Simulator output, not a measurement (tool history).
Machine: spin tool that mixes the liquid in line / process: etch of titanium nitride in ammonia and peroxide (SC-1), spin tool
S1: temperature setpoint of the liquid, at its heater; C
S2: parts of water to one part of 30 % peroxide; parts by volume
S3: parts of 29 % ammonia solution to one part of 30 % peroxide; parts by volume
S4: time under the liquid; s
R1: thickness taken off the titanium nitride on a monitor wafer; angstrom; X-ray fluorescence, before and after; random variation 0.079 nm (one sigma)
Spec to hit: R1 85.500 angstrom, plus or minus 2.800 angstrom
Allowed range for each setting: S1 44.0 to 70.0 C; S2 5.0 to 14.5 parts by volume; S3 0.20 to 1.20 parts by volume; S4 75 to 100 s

run	hour	S1	S2	S3	S4	R1
1	0.0	60.0	8.0	0.90	100	164.720
2	1.8	58.5	8.0	0.90	100	148.340
3	4.9	58.5	10.5	0.90	100	129.270
4	7.9	58.5	8.0	0.90	100	147.720
5	10.0	57.5	8.0	0.90	100	137.470
6	17.1	57.5	8.0	0.75	100	135.190
7	18.6	56.5	8.0	0.75	100	123.750
8	23.2	55.5	8.0	0.75	100	117.530
9	32.0	55.0	8.0	0.75	100	115.480
10	34.4	54.5	8.0	0.75	100	109.680
11	42.5	50.0	8.0	0.75	100	81.450

Pick the move, out of 5, that brings all results within their allowed miss; only one does.
A	50.6	51.0	6.0	1.20	80	?
B	50.6	49.0	7.0	0.70	100	?
C	50.6	48.5	7.5	0.75	100	?
D	50.6	50.0	9.0	0.55	100	?
E	50.6	56.0	13.0	0.55	100	?

move	R1
A	84.575
B	79.687
C	75.190
D	72.536
E	90.166
A: all results land within tolerance of their targets
B: lands further from the targets than the last run did
C: lands further from the targets than the last run did
D: lands further from the targets than the last run did
E: the result that was furthest off in the last run now lies on the other side of its target
Answer: A

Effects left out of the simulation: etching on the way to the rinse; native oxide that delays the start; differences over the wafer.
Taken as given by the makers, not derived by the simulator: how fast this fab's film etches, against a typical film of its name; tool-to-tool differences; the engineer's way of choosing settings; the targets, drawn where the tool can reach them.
